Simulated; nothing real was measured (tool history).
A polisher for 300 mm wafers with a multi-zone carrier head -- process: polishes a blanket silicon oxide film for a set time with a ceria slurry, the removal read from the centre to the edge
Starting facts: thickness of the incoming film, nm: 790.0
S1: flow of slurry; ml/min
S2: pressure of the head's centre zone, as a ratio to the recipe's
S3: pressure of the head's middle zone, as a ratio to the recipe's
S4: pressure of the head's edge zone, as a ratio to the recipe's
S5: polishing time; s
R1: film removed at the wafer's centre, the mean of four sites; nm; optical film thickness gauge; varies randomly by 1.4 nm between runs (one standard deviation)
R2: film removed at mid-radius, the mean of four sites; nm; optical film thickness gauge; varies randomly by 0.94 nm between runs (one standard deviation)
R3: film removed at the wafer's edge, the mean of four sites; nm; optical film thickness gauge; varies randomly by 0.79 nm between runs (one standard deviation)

{"run": 1, "hour": 0.0, "S1": 225, "S2": 1.0, "S3": 1.0, "S4": 1.0, "S5": 31, "R1": 122.81, "R2": 125.99, "R3": 122.79}
{"run": 2, "hour": 4.6, "S1": 225, "S2": 0.96, "S3": 1.0, "S4": 1.0, "S5": 31, "R1": 118.66, "R2": 126.46, "R3": 121.71}
{"run": 3, "hour": 5.9, "S1": 225, "S2": 0.96, "S3": 1.07, "S4": 1.0, "S5": 31, "R1": 119.57, "R2": 134.37, "R3": 120.65}
{"run": 4, "hour": 12.3, "S1": 210, "S2": 0.96, "S3": 1.05, "S4": 0.98, "S5": 31, "R1": 118.11, "R2": 128.67, "R3": 118.87}
{"run": 5, "hour": 15.0, "S1": 195, "S2": 0.96, "S3": 1.05, "S4": 0.97, "S5": 31, "R1": 115.79, "R2": 127.47, "R3": 116.66}
{"run": 6, "hour": 17.3, "S1": 185, "S2": 0.97, "S3": 1.04, "S4": 0.96, "S5": 31, "R1": 115.03, "R2": 127.12, "R3": 116.52}

The next listed run, before its measurement:
{"run": 7, "hour": 23.4, "S1": 185, "S2": 0.97, "S3": 1.04, "S4": 0.96, "S5": 31, "R1": "?", "R2": "?", "R3": "?"}

Run 7 produced R1 113.32 nm, R2 125.12 nm, R3 118.08 nm.
